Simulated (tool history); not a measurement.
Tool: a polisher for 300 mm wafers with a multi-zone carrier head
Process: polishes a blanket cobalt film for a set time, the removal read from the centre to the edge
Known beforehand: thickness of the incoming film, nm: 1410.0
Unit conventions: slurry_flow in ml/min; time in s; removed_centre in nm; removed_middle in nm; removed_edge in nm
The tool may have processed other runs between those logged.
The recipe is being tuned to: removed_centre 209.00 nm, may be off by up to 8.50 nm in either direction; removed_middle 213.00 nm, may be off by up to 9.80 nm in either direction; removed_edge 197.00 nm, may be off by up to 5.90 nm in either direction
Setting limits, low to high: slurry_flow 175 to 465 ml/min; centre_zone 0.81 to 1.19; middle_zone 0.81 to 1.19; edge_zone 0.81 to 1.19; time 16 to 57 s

| run | hour | slurry_flow | centre_zone | middle_zone | edge_zone | time | removed_centre | removed_middle | removed_edge |
|---|---|---|---|---|---|---|---|---|---|
| 1 | 0.0 | 295 | 1.00 | 1.00 | 1.00 | 36 | 228.50 | 217.65 | 226.62 |
| 2 | 7.3 | 295 | 1.00 | 1.07 | 1.00 | 36 | 227.99 | 233.36 | 223.95 |
| 3 | 13.4 | 295 | 1.00 | 1.07 | 0.98 | 36 | 225.67 | 236.00 | 225.30 |
| 4 | 14.3 | 295 | 1.01 | 1.07 | 0.97 | 35 | 223.96 | 226.00 | 216.41 |
| 5 | 19.7 | 295 | 1.01 | 1.07 | 1.02 | 35 | 221.90 | 229.91 | 220.23 |
| 6 | 27.0 | 295 | 1.01 | 1.07 | 1.01 | 35 | 222.05 | 225.42 | 218.42 |
| 7 | 28.7 | 295 | 1.01 | 1.07 | 1.00 | 35 | 221.28 | 232.03 | 217.09 |
| 8 | 33.2 | 280 | 1.01 | 1.00 | 0.91 | 33 | 209.84 | 204.38 | 200.17 |
| 9 | 34.2 | 280 | 1.01 | 1.01 | 0.91 | 33 | 206.74 | 198.62 | 198.24 |

Which single option among these 4 for the next run brings every result within its allowed miss of target? Just one does.
| A | 35.2 | 205 | 1.09 | 0.94 | 0.98 | 33 | ? | ? | ? |
| B | 35.2 | 280 | 0.88 | 0.89 | 0.89 | 34 | ? | ? | ? |
| C | 35.2 | 340 | 0.97 | 0.91 | 0.97 | 33 | ? | ? | ? |
| D | 35.2 | 300 | 1.00 | 1.06 | 0.88 | 33 | ? | ? | ? |

| move | removed_centre | removed_middle | removed_edge |
|---|---|---|---|
| A | 214.87 | 183.96 | 201.30 |
| B | 192.10 | 187.63 | 205.48 |
| C | 206.12 | 188.64 | 208.57 |
| D | 209.18 | 212.18 | 199.16 |
A: lands further from the targets than the last run did
B: lands further from the targets than the last run did
C: lands further from the targets than the last run did
D: all results land within tolerance of their targets
Move D is the one to make.

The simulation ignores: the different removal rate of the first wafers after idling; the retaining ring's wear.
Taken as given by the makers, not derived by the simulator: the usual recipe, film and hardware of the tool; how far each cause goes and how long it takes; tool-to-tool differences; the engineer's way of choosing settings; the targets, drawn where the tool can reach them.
